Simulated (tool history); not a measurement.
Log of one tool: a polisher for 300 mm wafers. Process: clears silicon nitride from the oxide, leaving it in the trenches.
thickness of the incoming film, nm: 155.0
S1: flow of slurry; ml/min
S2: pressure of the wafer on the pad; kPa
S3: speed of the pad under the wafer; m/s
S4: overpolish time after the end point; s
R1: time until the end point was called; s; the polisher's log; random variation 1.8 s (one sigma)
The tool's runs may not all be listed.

Run 1, hour 0: S1 150 ml/min, S2 17.9 kPa, S3 1.22 m/s, S4 14 s. Result: R1 142.66 s.
Run 2, hour 4.3: S1 150 ml/min, S2 18.6 kPa, S3 1.22 m/s, S4 14 s. Result: R1 137.85 s.
Run 3, hour 7.9: S1 150 ml/min, S2 19.3 kPa, S3 1.22 m/s, S4 14 s. Result: R1 136.23 s.
Run 4, hour 12.9: S1 150 ml/min, S2 19.3 kPa, S3 1.08 m/s, S4 14 s. Result: R1 149.21 s.
Run 5, hour 19.1: S1 150 ml/min, S2 20 kPa, S3 1.08 m/s, S4 14 s. Result: R1 143.93 s.
Run 6, hour 24: S1 150 ml/min, S2 20 kPa, S3 0.84 m/s, S4 14 s. Result: R1 183.9 s.
Run 7, hour 24.5: S1 150 ml/min, S2 21.4 kPa, S3 0.84 m/s, S4 14 s. Result: R1 176.12 s.
Run 8, hour 29.8: S1 150 ml/min, S2 22.8 kPa, S3 0.86 m/s, S4 14 s. Result: R1 154.89 s.

Forecast run 9:
Run 9, hour 38.6: S1 150 ml/min, S2 23.4 kPa, S3 0.86 m/s, S4 14 s. Result: R1 ?.

{"run 9": {"R1": 156.72}}

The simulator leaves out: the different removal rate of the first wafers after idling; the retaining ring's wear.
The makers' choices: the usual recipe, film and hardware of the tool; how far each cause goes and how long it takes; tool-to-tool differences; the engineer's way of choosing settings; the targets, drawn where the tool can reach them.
